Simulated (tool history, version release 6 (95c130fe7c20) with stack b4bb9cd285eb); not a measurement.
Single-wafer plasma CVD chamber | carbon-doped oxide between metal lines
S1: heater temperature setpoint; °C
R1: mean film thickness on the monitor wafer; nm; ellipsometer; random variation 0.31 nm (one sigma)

run 1 hour=0.0 | S1=330 chamber_pressure_(Pa)=676 RF_power_(kW)=0.525 deposition_time_(s)=26.2 | R1=143.60
run 2 hour=2.2 | S1=330 chamber_pressure_(Pa)=676 RF_power_(kW)=0.525 deposition_time_(s)=27.1 | R1=148.94
run 3 hour=9.7 | S1=330 chamber_pressure_(Pa)=676 RF_power_(kW)=0.580 deposition_time_(s)=27.1 | R1=156.06
run 4 hour=12.9 | S1=330 chamber_pressure_(Pa)=676 RF_power_(kW)=0.510 deposition_time_(s)=27.1 | R1=145.78
run 5 hour=17.3 | S1=330 chamber_pressure_(Pa)=676 RF_power_(kW)=0.545 deposition_time_(s)=27.1 | R1=151.47
run 6 hour=19.6 | S1=330 chamber_pressure_(Pa)=592 RF_power_(kW)=0.545 deposition_time_(s)=27.1 | R1=148.60
run 7 hour=27.0 | S1=333 chamber_pressure_(Pa)=565 RF_power_(kW)=0.540 deposition_time_(s)=27.1 | R1=145.64
run 8 hour=35.9 | S1=335 chamber_pressure_(Pa)=543 RF_power_(kW)=0.535 deposition_time_(s)=27.1 | R1=144.07
-- hour=41.7 RF generator calibrated
run 9 hour=41.7 | S1=337 chamber_pressure_(Pa)=523 RF_power_(kW)=0.530 deposition_time_(s)=27.1 | R1=144.04

Run 10 comes next. What will it give?
run 10 hour=49.0 | S1=337 chamber_pressure_(Pa)=509 RF_power_(kW)=0.520 deposition_time_(s)=27.1 | R1=?

R1: 141.94 nm
